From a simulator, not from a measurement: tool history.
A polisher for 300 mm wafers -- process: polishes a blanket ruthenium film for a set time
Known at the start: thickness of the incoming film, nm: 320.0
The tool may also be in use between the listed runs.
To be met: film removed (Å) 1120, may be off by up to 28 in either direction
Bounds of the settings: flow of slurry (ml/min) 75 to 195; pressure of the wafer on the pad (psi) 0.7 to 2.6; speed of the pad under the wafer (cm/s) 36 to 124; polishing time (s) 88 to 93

run	hour	flow of slurry (ml/min)	pressure of the wafer on the pad (psi)	speed of the pad under the wafer (cm/s)	polishing time (s)	film removed (Å)
1	0	125	1.6	80	88	643.45
2	6.7	130	1.7	80	88	685.35
3	14.5	135	1.8	80	88	712.02
4	19	135	1.9	80	88	747.28
5	19.7	160	1.9	80	88	780.81
6	27.3	165	2	80	88	815.92
7	33.6	165	2.1	80	88	849.4
8	36.8	165	2.2	80	88	869.59
9	40.7	170	2.3	80	88	931.44
10	47.4	175	2.5	82	88	1020.2

Exercise: of the 4 proposed moves below, exactly one satisfies all targets within the stated allowed misses. Which move is it?
A	54.1	195	2.4	88	91	?
B	54.1	175	2.3	86	92	?
C	54.1	195	2.6	88	89	?
D	54.1	180	2.3	86	92	?

move	film removed (Å)
A	1101.7
B	1031.7
C	1158.3
D	1036.2
A: meets every target
B: moves toward the targets from the last run without getting all of them in spec
C: takes the result that was furthest off past its target
D: moves toward the targets from the last run without getting all of them in spec
The right move is A.
